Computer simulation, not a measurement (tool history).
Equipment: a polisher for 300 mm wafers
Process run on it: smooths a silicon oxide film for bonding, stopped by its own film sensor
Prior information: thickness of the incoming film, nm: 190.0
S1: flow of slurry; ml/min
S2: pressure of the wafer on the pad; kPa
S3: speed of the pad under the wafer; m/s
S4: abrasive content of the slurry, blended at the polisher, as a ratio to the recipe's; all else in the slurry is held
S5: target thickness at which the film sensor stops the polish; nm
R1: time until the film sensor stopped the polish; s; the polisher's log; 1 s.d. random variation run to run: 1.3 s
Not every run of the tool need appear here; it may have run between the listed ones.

Run 1, hour 0.0: S1 260 ml/min, S2 14.5 kPa, S3 0.88 m/s, S4 1.0, S5 135 nm. Result: R1 77.650 s.
Run 2, hour 4.9: S1 260 ml/min, S2 13.8 kPa, S3 0.88 m/s, S4 1.0, S5 135 nm. Result: R1 82.954 s.
Run 3, hour 12.7: S1 260 ml/min, S2 13.1 kPa, S3 0.88 m/s, S4 1.0, S5 135 nm. Result: R1 87.239 s.
Run 4, hour 21.4: S1 260 ml/min, S2 12.4 kPa, S3 0.88 m/s, S4 1.0, S5 135 nm. Result: R1 92.325 s.
Run 5, hour 29.8: S1 210 ml/min, S2 12.4 kPa, S3 0.88 m/s, S4 1.0, S5 135 nm. Result: R1 92.465 s.
Run 6, hour 37.6: S1 210 ml/min, S2 12.4 kPa, S3 0.98 m/s, S4 1.0, S5 135 nm. Result: R1 85.245 s.

Estimate the outcome of run 7 from the log above:
Run 7, hour 42.4: S1 210 ml/min, S2 11.7 kPa, S3 0.98 m/s, S4 1.0, S5 135 nm. Result: R1 ?.

Logged for run 7: R1 92.224 s.
